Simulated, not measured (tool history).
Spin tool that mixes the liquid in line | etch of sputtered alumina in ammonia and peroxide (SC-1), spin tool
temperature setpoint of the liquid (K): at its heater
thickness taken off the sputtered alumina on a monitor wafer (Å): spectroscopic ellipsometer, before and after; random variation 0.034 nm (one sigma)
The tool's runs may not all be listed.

run  hour  temperature setpoint of the liquid (K)  parts of 29 % ammonia solution to one part of 30 % peroxide (parts by volume)  time under the liquid (s)  thickness taken off the sputtered alumina on a monitor wafer (Å)
  1   0.0                                  332.15                                                                           0.65                        155                                                            97.881
  2   0.7                                  336.65                                                                           0.65                        155                                                           123.370
  3   5.9                                  331.65                                                                           0.65                        155                                                            96.480
  4   9.1                                  331.65                                                                           0.65                        165                                                           101.280
  5  16.7                                  331.65                                                                           0.80                        165                                                           102.090
  6  24.3                                  328.15                                                                           0.80                        165                                                            86.097

Forecast run 7:
  7  25.1                                  325.65                                                                           0.80                        165                                                                 ?

thickness taken off the sputtered alumina on a monitor wafer (Å): 75.365

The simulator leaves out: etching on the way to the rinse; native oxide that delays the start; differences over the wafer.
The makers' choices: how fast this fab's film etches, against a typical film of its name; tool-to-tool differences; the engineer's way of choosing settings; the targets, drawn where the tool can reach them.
